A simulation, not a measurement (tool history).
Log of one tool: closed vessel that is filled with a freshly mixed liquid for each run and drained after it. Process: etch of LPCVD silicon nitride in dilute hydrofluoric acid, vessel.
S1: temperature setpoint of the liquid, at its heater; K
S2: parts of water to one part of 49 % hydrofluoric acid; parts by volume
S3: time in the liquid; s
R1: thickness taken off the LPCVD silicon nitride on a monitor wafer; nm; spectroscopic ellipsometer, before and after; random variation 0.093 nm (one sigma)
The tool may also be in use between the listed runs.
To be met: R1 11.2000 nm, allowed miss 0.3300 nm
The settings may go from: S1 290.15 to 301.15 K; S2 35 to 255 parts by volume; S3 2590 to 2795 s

{"run": 1, "day": 0.0, "S1": 293.15, "S2": 145, "S3": 2590, "R1": 7.3569}
{"run": 2, "day": 0.358, "S1": 293.15, "S2": 180, "S3": 2590, "R1": 5.9394}
{"run": 3, "day": 0.583, "S1": 294.65, "S2": 175, "S3": 2590, "R1": 6.6824}
{"run": 4, "day": 0.896, "S1": 294.65, "S2": 215, "S3": 2590, "R1": 5.4386}
{"run": 5, "day": 1.071, "S1": 294.65, "S2": 215, "S3": 2795, "R1": 5.9424}
{"run": 6, "day": 1.308, "S1": 295.65, "S2": 210, "S3": 2795, "R1": 6.4814}
{"run": 7, "day": 1.454, "S1": 296.65, "S2": 205, "S3": 2795, "R1": 7.0551}
{"run": 8, "day": 1.779, "S1": 297.15, "S2": 200, "S3": 2795, "R1": 7.3851}
{"run": 9, "day": 1.912, "S1": 297.65, "S2": 195, "S3": 2795, "R1": 7.8822}
{"day": 2.25, "done": "thermometer replaced"}
{"run": 10, "day": 2.25, "S1": 297.65, "S2": 195, "S3": 2795, "R1": 6.8561}
{"run": 11, "day": 2.588, "S1": 298.15, "S2": 175, "S3": 2795, "R1": 7.7931}
{"run": 12, "day": 2.892, "S1": 298.65, "S2": 160, "S3": 2795, "R1": 8.8617}

Which of these 4 next moves meets every target?
{"run": "A", "day": 3.196, "S1": 299.65, "S2": 140, "S3": 2695, "R1": "?"}
{"run": "B", "day": 3.196, "S1": 291.65, "S2": 80, "S3": 2590, "R1": "?"}
{"run": "C", "day": 3.196, "S1": 300.15, "S2": 150, "S3": 2795, "R1": "?"}
{"run": "D", "day": 3.196, "S1": 299.15, "S2": 125, "S3": 2725, "R1": "?"}

move=A R1=10.3780
move=B R1=10.1610
move=C R1=10.3670
move=D R1=11.3800
A: nearer than the last run, and not there yet
B: nearer than the last run, and not there yet
C: nearer than the last run, and not there yet
D: meets every target
Move D is the one to make.

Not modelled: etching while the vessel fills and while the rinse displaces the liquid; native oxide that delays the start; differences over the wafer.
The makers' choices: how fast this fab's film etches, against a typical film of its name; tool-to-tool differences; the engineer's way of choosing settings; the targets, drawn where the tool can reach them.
